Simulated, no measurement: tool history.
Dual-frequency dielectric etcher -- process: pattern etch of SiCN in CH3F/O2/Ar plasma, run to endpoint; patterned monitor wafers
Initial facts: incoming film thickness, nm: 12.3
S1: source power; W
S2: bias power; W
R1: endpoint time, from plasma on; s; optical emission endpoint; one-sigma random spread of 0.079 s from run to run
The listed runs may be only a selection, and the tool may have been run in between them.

run 1 hour=0 | S1=440 S2=94 | R1=28.983
run 2 hour=7.9 | S1=370 S2=94 | R1=31.347
run 3 hour=15 | S1=390 S2=95 | R1=30.629
run 4 hour=18.6 | S1=390 S2=83 | R1=32.364
run 5 hour=21.8 | S1=410 S2=84 | R1=31.399
run 6 hour=28.9 | S1=430 S2=85 | R1=30.555
run 7 hour=33.4 | S1=520 S2=94 | R1=27.029

Estimate the outcome of run 8 from the log above:
run 8 hour=38.7 | S1=540 S2=95 | R1=?

{"run 8": {"R1": 26.54}}
